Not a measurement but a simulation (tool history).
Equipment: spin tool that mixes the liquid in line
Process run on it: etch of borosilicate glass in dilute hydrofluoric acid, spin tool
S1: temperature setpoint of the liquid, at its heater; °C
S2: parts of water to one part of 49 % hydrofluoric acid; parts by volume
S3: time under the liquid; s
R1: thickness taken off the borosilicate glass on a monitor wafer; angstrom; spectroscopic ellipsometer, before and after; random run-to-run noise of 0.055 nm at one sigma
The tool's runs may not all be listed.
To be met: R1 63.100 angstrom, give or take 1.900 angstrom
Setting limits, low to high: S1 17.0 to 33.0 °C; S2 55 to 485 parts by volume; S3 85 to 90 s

run,hour,S1,S2,S3,R1
1,0.0,25.0,270,85,110.630
2,7.5,25.0,270,85,111.150
3,16.1,23.0,290,85,92.083
4,20.3,21.5,300,85,83.834
5,27.3,19.5,300,85,78.656
6,34.3,18.0,300,85,75.672
# hour 37.7: thermometer replaced
7,37.7,18.0,310,85,68.508
8,46.0,17.5,310,85,66.873

Below are 4 possible settings for the next run. Only one of them brings all results inside the allowed miss of their targets. Which is it?
A,54.3,17.0,340,85,?
B,54.3,20.0,370,85,?
C,54.3,17.0,320,85,?
D,54.3,18.0,320,90,?

move,R1
A,58.247
B,58.198
C,62.906
D,69.136
A: the result that was furthest off in the last run now lies on the other side of its target
B: the result that was furthest off in the last run now lies on the other side of its target
C: meets every target
D: its largest miss is bigger than the last run's
So the answer is move C, the one that meets all the targets.
